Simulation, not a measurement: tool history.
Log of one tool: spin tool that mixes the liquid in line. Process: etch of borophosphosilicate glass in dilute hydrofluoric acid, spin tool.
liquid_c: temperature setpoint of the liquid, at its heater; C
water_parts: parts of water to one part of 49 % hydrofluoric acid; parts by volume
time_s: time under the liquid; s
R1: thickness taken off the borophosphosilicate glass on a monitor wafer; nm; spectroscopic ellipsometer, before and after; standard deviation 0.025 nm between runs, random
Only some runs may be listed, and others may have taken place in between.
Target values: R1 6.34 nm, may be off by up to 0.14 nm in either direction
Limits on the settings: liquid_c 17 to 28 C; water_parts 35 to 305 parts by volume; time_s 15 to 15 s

run 1 day=0 | liquid_c=20 water_parts=170 time_s=15 | R1=4.7888
run 2 day=0.258 | liquid_c=21.5 water_parts=170 time_s=15 | R1=5.079
run 3 day=0.388 | liquid_c=21.5 water_parts=170 time_s=15 | R1=5.0658
run 4 day=0.538 | liquid_c=23 water_parts=170 time_s=15 | R1=5.3763
run 5 day=0.633 | liquid_c=23 water_parts=200 time_s=15 | R1=4.4233
run 6 day=0.975 | liquid_c=24 water_parts=195 time_s=15 | R1=4.7371
run 7 day=1.054 | liquid_c=25 water_parts=190 time_s=15 | R1=5.0502
run 8 day=1.096 | liquid_c=25.5 water_parts=185 time_s=15 | R1=5.3226
run 9 day=1.354 | liquid_c=26 water_parts=180 time_s=15 | R1=5.6352
run 10 day=1.708 | liquid_c=26.5 water_parts=180 time_s=15 | R1=5.6936
run 11 day=1.733 | liquid_c=26.5 water_parts=180 time_s=15 | R1=5.7375

Below are 4 possible settings for the next run. Only one of them brings all results inside the allowed miss of their targets. Which is it?
run A day=1.758 | liquid_c=28 water_parts=205 time_s=15 | R1=?
run B day=1.758 | liquid_c=20.5 water_parts=135 time_s=15 | R1=?
run C day=1.758 | liquid_c=28 water_parts=180 time_s=15 | R1=?
run D day=1.758 | liquid_c=27.5 water_parts=160 time_s=15 | R1=?

move=A R1=5.1563
move=B R1=6.3877
move=C R1=6.0492
move=D R1=6.8473
A: the biggest miss grows against the last run
B: each result inside its tolerance
C: nearer than the last run, and not there yet
D: takes the biggest miss from the last run beyond its target
Answer: B
